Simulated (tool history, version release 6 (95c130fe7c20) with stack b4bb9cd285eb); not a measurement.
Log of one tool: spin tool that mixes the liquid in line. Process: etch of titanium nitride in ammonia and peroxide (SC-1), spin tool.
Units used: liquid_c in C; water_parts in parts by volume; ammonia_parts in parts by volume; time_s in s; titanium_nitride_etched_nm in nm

run	hour	liquid_c	water_parts	ammonia_parts	time_s	titanium_nitride_etched_nm
1	0.0	56.0	10.5	0.60	315	29.364
2	5.3	56.0	10.5	0.75	315	30.451
3	7.2	53.0	10.5	0.75	315	24.874
4	8.1	53.0	10.5	0.75	340	27.063
5	9.7	53.0	10.5	0.85	340	27.278
6	17.0	53.0	10.5	1.05	340	28.439
7	24.7	50.5	10.5	1.05	340	24.058
8	26.0	48.5	10.5	1.05	340	20.734

Predict the results of run 9:
9	26.9	43.0	10.5	1.05	340	?

Run 9 came out at titanium_nitride_etched_nm 14.105 nm.
